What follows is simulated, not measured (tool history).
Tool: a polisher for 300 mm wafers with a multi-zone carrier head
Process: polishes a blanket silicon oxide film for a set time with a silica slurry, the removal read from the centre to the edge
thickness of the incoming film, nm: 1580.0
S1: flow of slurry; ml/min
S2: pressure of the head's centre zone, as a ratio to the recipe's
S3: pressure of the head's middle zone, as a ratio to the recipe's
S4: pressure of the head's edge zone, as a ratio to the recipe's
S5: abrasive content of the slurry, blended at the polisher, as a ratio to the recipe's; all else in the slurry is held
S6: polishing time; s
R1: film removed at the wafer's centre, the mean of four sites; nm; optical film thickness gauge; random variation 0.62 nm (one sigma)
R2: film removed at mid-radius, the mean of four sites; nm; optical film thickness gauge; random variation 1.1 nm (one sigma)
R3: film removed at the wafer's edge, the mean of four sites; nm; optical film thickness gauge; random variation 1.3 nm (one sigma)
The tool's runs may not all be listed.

run  hour   S1    S2    S3    S4    S5  S6      R1      R2      R3
  1   0.0  315  1.00  1.00  1.00  1.00  37  77.690  77.154  79.387
  2   3.8  325  1.03  1.02  1.03  1.05  37  81.182  81.834  82.056
  3   5.2  330  1.06  1.02  1.05  1.10  37  86.113  82.335  86.695
  4   6.1  330  1.06  1.02  1.05  1.10  43  97.849  93.084  97.071
  5  10.0  330  1.06  1.02  1.05  1.10  37  85.926  83.274  83.758
  6  12.8  335  1.07  1.02  1.07  1.10  37  86.305  83.843  83.401
  7  13.5  335  1.07  1.02  1.07  1.15  37  87.550  84.325  85.974

Run 8 comes next. What will it give?
  8  20.1  340  1.08  1.02  1.07  1.15  37   ?   ?   ?

Run 8 gave R1 88.362 nm, R2 84.152 nm, R3 88.102 nm.

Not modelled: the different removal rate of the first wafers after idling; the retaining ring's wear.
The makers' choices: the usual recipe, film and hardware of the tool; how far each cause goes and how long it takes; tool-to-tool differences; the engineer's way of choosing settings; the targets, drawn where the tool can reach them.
